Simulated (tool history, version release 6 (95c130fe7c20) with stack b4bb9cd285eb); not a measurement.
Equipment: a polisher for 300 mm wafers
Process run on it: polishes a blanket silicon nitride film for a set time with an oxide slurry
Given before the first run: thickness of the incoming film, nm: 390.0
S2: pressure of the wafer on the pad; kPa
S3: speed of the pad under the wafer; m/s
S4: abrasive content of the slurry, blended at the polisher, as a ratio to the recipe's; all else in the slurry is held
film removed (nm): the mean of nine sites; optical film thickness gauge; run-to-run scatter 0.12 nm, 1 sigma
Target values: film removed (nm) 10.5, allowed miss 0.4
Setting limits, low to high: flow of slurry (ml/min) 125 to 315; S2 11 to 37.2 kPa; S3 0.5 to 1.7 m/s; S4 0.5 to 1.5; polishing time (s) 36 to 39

Run 1, hour 0: flow of slurry (ml/min) 205, S2 24.1 kPa, S3 1.1 m/s, S4 1, polishing time (s) 39. Result: film removed (nm) 21.631.
Run 2, hour 8.5: flow of slurry (ml/min) 205, S2 22.1 kPa, S3 1.06 m/s, S4 1, polishing time (s) 39. Result: film removed (nm) 19.944.
Run 3, hour 14.5: flow of slurry (ml/min) 175, S2 22.1 kPa, S3 1.06 m/s, S4 1, polishing time (s) 39. Result: film removed (nm) 19.642.
Run 4, hour 16.4: flow of slurry (ml/min) 175, S2 20.7 kPa, S3 1.02 m/s, S4 1, polishing time (s) 39. Result: film removed (nm) 18.045.
Run 5, hour 23: flow of slurry (ml/min) 175, S2 20.7 kPa, S3 1.02 m/s, S4 0.8, polishing time (s) 39. Result: film removed (nm) 16.352.
Run 6, hour 27.4: flow of slurry (ml/min) 175, S2 20.7 kPa, S3 1.02 m/s, S4 0.8, polishing time (s) 39. Result: film removed (nm) 15.981.
Run 7, hour 34.7: flow of slurry (ml/min) 175, S2 19.3 kPa, S3 1 m/s, S4 0.8, polishing time (s) 39. Result: film removed (nm) 14.783.
Run 8, hour 41.8: flow of slurry (ml/min) 175, S2 19.3 kPa, S3 1 m/s, S4 0.8, polishing time (s) 39. Result: film removed (nm) 15.088.
Run 9, hour 48.6: flow of slurry (ml/min) 175, S2 17.9 kPa, S3 0.98 m/s, S4 0.8, polishing time (s) 39. Result: film removed (nm) 13.822.
Run 10, hour 55.1: flow of slurry (ml/min) 175, S2 17.2 kPa, S3 0.98 m/s, S4 0.8, polishing time (s) 39. Result: film removed (nm) 13.403.
Run 11, hour 61.5: flow of slurry (ml/min) 175, S2 16.5 kPa, S3 0.98 m/s, S4 0.8, polishing time (s) 39. Result: film removed (nm) 13.093.
Run 12, hour 67.5: flow of slurry (ml/min) 175, S2 15.9 kPa, S3 0.98 m/s, S4 0.8, polishing time (s) 39. Result: film removed (nm) 12.905.
Run 13, hour 68.8: flow of slurry (ml/min) 175, S2 15.2 kPa, S3 0.98 m/s, S4 0.8, polishing time (s) 39. Result: film removed (nm) 12.388.
Run 14, hour 75.3: flow of slurry (ml/min) 175, S2 14.5 kPa, S3 0.98 m/s, S4 0.8, polishing time (s) 39. Result: film removed (nm) 12.003.
Run 15, hour 79.2: flow of slurry (ml/min) 175, S2 13.8 kPa, S3 0.98 m/s, S4 0.8, polishing time (s) 39. Result: film removed (nm) 11.771.
Run 16, hour 82.3: flow of slurry (ml/min) 175, S2 13.1 kPa, S3 0.98 m/s, S4 0.8, polishing time (s) 39. Result: film removed (nm) 11.399.

Exactly one of the 4 candidate moves below puts every result within its allowed miss. Which one?
Run A, hour 85.4: flow of slurry (ml/min) 240, S2 12.4 kPa, S3 1.04 m/s, S4 0.6, polishing time (s) 39. Result: film removed (nm) ?.
Run B, hour 85.4: flow of slurry (ml/min) 155, S2 13.8 kPa, S3 0.88 m/s, S4 0.75, polishing time (s) 36. Result: film removed (nm) ?.
Run C, hour 85.4: flow of slurry (ml/min) 255, S2 16.5 kPa, S3 0.72 m/s, S4 0.85, polishing time (s) 36. Result: film removed (nm) ?.
Run D, hour 85.4: flow of slurry (ml/min) 135, S2 13.1 kPa, S3 1.24 m/s, S4 0.75, polishing time (s) 39. Result: film removed (nm) ?.

move  film removed (nm)
   A             9.8604
   B             9.3136
   C              10.47
   D             12.451
A: carries the result that was furthest off beyond its target, to the other side
B: carries the result that was furthest off beyond its target, to the other side
C: in spec on every target
D: further off than the last run
Go with C: it meets all targets.
